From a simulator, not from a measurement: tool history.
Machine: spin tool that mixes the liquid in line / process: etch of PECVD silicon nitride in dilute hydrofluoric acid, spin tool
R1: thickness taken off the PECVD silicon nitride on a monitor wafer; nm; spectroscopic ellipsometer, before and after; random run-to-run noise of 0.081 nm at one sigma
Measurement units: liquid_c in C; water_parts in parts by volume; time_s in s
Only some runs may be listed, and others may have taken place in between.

{"run": 1, "hour": 0.0, "liquid_c": 23.0, "water_parts": 140, "time_s": 270, "R1": 10.88}
{"run": 2, "hour": 2.0, "liquid_c": 22.0, "water_parts": 140, "time_s": 270, "R1": 10.193}
{"run": 3, "hour": 9.9, "liquid_c": 22.0, "water_parts": 175, "time_s": 270, "R1": 8.2293}
{"run": 4, "hour": 13.2, "liquid_c": 22.0, "water_parts": 200, "time_s": 270, "R1": 7.1517}
{"run": 5, "hour": 17.4, "liquid_c": 22.0, "water_parts": 220, "time_s": 270, "R1": 6.4844}
{"run": 6, "hour": 18.8, "liquid_c": 23.5, "water_parts": 220, "time_s": 270, "R1": 7.189}

Run 7 is up next; what results do you expect?
{"run": 7, "hour": 23.4, "liquid_c": 24.5, "water_parts": 220, "time_s": 270, "R1": "?"}

{"run 7": {"R1": 7.5988}}
